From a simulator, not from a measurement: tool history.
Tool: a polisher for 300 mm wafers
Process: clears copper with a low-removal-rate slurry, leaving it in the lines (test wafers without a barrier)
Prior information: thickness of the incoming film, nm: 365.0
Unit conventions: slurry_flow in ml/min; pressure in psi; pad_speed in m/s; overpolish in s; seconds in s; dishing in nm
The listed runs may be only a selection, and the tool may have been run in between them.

run	hour	slurry_flow	pressure	pad_speed	slurry_solids	overpolish	seconds	dishing
1	0.0	255	2.2	1.28	1.00	29	137.22	32.698
2	8.7	255	1.7	1.28	1.00	29	174.07	29.345
3	13.1	255	1.7	1.50	1.00	29	155.42	30.703
4	18.9	255	1.6	1.54	1.00	26	162.25	28.861
# hour 24.4: slurry blender recalibrated
5	24.4	255	1.6	1.54	0.90	26	156.48	28.832
6	25.4	255	2.0	1.54	0.90	26	130.59	33.008

Predict the results of run 7:
7	28.5	260	1.4	1.62	0.95	12	?	?

For run 7 the tool returned seconds 174.41 s, dishing 16.532 nm.
